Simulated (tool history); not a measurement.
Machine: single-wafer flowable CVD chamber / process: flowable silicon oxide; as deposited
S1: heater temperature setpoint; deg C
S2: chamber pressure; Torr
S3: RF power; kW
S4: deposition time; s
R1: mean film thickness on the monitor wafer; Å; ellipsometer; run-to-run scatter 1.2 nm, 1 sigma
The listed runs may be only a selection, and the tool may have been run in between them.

run	hour	S1	S2	S3	S4	R1
1	0.0	105	0.955	2.095	790	5200.1
2	5.3	105	0.955	2.095	790	5188.9
3	14.0	108	0.954	2.095	790	4632.3
4	20.5	108	0.954	2.095	750	4401.2
5	24.2	110	0.954	2.095	750	4078.3
6	28.0	110	0.954	2.095	790	4310.0

Run 7 has not been measured yet. What should we expect?
7	29.1	111	0.954	2.095	790	?

R1: 4162.2 Å
